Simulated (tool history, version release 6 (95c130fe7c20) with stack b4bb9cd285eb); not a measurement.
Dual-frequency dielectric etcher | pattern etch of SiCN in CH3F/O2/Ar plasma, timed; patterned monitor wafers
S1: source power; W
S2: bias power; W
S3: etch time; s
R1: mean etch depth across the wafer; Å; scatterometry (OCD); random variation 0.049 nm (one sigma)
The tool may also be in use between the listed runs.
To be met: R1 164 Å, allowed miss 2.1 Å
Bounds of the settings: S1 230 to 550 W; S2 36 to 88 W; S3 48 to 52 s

run  hour   S1  S2  S3      R1
  1     0  390  62  52  201.48
  2   3.5  390  62  48  185.48
  3   7.3  450  62  48  198.48
  4  13.2  450  62  52  215.16
  5  16.8  380  61  52  197.32
  6  17.5  330  59  52  182.42
  7  19.5  330  59  52  181.16
  8  27.7  300  59  52  174.51

Which of these 4 next moves meets every target?
  A  35.9  300  54  48.5   ?
  B  35.9  310  54  48.5   ?
  C  35.9  290  59    52   ?
  D  35.9  310  60    48   ?

move      R1
   A  156.91
   B  159.62
   C  170.24
   D  163.64
A: takes the result that was furthest off past its target
B: takes the result that was furthest off past its target
C: nearer than the last run, and not there yet
D: meets every target
Answer: D

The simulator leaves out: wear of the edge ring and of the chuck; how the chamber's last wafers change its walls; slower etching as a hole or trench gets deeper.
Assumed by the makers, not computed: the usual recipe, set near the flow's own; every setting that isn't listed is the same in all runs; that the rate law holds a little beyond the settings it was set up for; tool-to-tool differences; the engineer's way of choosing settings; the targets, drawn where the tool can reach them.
